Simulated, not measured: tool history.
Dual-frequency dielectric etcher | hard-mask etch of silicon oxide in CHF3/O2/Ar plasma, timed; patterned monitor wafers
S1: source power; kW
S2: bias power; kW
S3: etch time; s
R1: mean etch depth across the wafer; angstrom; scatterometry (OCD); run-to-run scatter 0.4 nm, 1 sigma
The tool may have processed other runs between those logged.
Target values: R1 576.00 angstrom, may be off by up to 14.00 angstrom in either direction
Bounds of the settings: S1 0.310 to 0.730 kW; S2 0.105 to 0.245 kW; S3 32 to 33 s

run,hour,S1,S2,S3,R1
1,0.0,0.520,0.175,32,638.98
2,2.1,0.520,0.198,32,668.98
3,3.7,0.610,0.198,32,729.37
4,9.8,0.610,0.198,33,761.21
5,18.4,0.610,0.219,33,783.54
6,21.7,0.540,0.210,33,718.86
7,28.4,0.490,0.206,33,677.65
8,37.1,0.450,0.203,33,637.98
9,44.6,0.430,0.201,33,619.76
10,47.4,0.420,0.200,33,601.58
11,50.2,0.410,0.200,33,591.50

Which of these 4 next moves meets every target?
A,53.0,0.390,0.225,33,?
B,53.0,0.420,0.200,33,?
C,53.0,0.380,0.212,33,?
D,53.0,0.440,0.193,33,?

move,R1
A,604.67
B,608.70
C,578.95
D,619.80
A: the biggest miss grows against the last run
B: the biggest miss grows against the last run
C: all results land within tolerance of their targets
D: the biggest miss grows against the last run
Go with C: it meets all targets.
